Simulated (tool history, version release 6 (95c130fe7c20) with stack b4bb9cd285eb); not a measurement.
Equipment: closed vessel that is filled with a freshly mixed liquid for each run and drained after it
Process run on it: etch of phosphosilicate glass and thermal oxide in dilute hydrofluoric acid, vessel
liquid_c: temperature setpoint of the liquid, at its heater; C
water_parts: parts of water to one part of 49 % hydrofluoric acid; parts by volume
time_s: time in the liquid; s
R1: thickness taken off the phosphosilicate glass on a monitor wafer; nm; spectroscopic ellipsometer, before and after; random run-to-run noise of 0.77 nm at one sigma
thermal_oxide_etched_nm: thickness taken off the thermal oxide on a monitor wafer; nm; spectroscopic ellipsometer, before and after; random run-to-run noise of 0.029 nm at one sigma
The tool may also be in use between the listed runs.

run 1 hour=0 | liquid_c=24 water_parts=50 time_s=60 | R1=155.3 thermal_oxide_etched_nm=6.14
run 2 hour=8.1 | liquid_c=26 water_parts=50 time_s=60 | R1=168.71 thermal_oxide_etched_nm=6.6497
run 3 hour=11.1 | liquid_c=26 water_parts=50 time_s=85 | R1=233.48 thermal_oxide_etched_nm=9.3939
run 4 hour=12.2 | liquid_c=29.5 water_parts=50 time_s=85 | R1=269.42 thermal_oxide_etched_nm=10.875
run 5 hour=15.7 | liquid_c=26.5 water_parts=60 time_s=85 | R1=202.69 thermal_oxide_etched_nm=7.9038
run 6 hour=24.6 | liquid_c=26.5 water_parts=60 time_s=105 | R1=245.16 thermal_oxide_etched_nm=9.8461

Run 7 has not been measured yet. What should we expect?
run 7 hour=26.4 | liquid_c=24 water_parts=70 time_s=105 | R1=? thermal_oxide_etched_nm=?

Run 7 gave R1 188.82 nm, thermal_oxide_etched_nm 7.4071 nm.
